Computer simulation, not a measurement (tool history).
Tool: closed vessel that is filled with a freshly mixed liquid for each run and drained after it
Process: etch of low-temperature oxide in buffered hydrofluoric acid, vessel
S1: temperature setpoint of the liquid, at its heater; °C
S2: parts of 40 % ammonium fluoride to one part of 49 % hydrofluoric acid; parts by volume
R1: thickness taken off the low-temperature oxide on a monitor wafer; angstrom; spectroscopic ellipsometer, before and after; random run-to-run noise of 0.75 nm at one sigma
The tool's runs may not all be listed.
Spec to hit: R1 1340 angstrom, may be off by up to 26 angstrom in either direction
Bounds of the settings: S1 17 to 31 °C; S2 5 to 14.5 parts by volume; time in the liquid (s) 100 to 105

{"run": 1, "hour": 0.0, "S1": 23, "S2": 9, "time in the liquid (s)": 100, "R1": 2184.9}
{"run": 2, "hour": 7.1, "S1": 21, "S2": 9, "time in the liquid (s)": 100, "R1": 1966.3}
{"run": 3, "hour": 10.2, "S1": 21, "S2": 8, "time in the liquid (s)": 100, "R1": 2240.2}
{"run": 4, "hour": 18.7, "S1": 20.5, "S2": 8.5, "time in the liquid (s)": 100, "R1": 2037}
{"run": 5, "hour": 27.5, "S1": 20.5, "S2": 8.5, "time in the liquid (s)": 105, "R1": 2144.5}
{"run": 6, "hour": 30.3, "S1": 20.5, "S2": 10, "time in the liquid (s)": 105, "R1": 1863.7}
{"run": 7, "hour": 34.5, "S1": 20, "S2": 10, "time in the liquid (s)": 105, "R1": 1820.7}
{"run": 8, "hour": 36.3, "S1": 19.5, "S2": 10, "time in the liquid (s)": 105, "R1": 1778.7}
{"run": 9, "hour": 40.6, "S1": 17, "S2": 12, "time in the liquid (s)": 105, "R1": 1297.3}

Pick the move, out of 4, that brings all results within their allowed miss; only one does.
{"run": "A", "hour": 44.9, "S1": 17, "S2": 11.5, "time in the liquid (s)": 100, "R1": "?"}
{"run": "B", "hour": 44.9, "S1": 17, "S2": 12.5, "time in the liquid (s)": 105, "R1": "?"}
{"run": "C", "hour": 44.9, "S1": 18, "S2": 13, "time in the liquid (s)": 105, "R1": "?"}
{"run": "D", "hour": 44.9, "S1": 18.5, "S2": 12, "time in the liquid (s)": 100, "R1": "?"}

move=A R1=1275.1
move=B R1=1234
move=C R1=1257
move=D R1=1332.1
A: further off than the last run
B: further off than the last run
C: further off than the last run
D: every result within its allowed miss
Correct choice: D, which meets every target
